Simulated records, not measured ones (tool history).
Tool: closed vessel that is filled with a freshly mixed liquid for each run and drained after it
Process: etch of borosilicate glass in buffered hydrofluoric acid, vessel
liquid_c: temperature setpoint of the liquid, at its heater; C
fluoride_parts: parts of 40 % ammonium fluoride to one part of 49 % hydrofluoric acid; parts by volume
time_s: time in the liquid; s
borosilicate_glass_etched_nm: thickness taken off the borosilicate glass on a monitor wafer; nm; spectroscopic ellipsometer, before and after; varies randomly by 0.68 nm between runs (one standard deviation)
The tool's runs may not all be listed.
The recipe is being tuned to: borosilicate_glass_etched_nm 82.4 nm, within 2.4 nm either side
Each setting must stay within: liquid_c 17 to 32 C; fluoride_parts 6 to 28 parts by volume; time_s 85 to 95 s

run 1 hour=0 | liquid_c=25 fluoride_parts=17 time_s=85 | borosilicate_glass_etched_nm=69.993
run 2 hour=2.2 | liquid_c=25 fluoride_parts=20.5 time_s=85 | borosilicate_glass_etched_nm=58.343
run 3 hour=10.3 | liquid_c=25 fluoride_parts=20.5 time_s=95 | borosilicate_glass_etched_nm=64.971
run 4 hour=11.8 | liquid_c=25 fluoride_parts=17.5 time_s=95 | borosilicate_glass_etched_nm=76.515
run 5 hour=13.4 | liquid_c=25.5 fluoride_parts=17.5 time_s=95 | borosilicate_glass_etched_nm=77.891
run 6 hour=21.7 | liquid_c=22.5 fluoride_parts=17.5 time_s=95 | borosilicate_glass_etched_nm=67.108
-- hour=23.5 hydrofluoric acid flow meter replaced
run 7 hour=23.5 | liquid_c=23.5 fluoride_parts=17.5 time_s=95 | borosilicate_glass_etched_nm=64.488
run 8 hour=25.6 | liquid_c=24 fluoride_parts=17.5 time_s=95 | borosilicate_glass_etched_nm=65.922

Which single option among these 5 for the next run brings every result within its allowed miss of target? Just one does.
run A hour=27.7 | liquid_c=23 fluoride_parts=19 time_s=95 | borosilicate_glass_etched_nm=?
run B hour=27.7 | liquid_c=26 fluoride_parts=15.5 time_s=95 | borosilicate_glass_etched_nm=?
run C hour=27.7 | liquid_c=25 fluoride_parts=16.5 time_s=95 | borosilicate_glass_etched_nm=?
run D hour=27.7 | liquid_c=22.5 fluoride_parts=19.5 time_s=85 | borosilicate_glass_etched_nm=?
run E hour=27.7 | liquid_c=25 fluoride_parts=14.5 time_s=85 | borosilicate_glass_etched_nm=?

move=A borosilicate_glass_etched_nm=58.296
move=B borosilicate_glass_etched_nm=83.767
move=C borosilicate_glass_etched_nm=74.658
move=D borosilicate_glass_etched_nm=49.473
move=E borosilicate_glass_etched_nm=75.913
A: lands further from the targets than the last run did
B: hits every target within its allowed miss
C: better than the last run, though not everything is in spec
D: lands further from the targets than the last run did
E: better than the last run, though not everything is in spec
The move that meets every target is B.

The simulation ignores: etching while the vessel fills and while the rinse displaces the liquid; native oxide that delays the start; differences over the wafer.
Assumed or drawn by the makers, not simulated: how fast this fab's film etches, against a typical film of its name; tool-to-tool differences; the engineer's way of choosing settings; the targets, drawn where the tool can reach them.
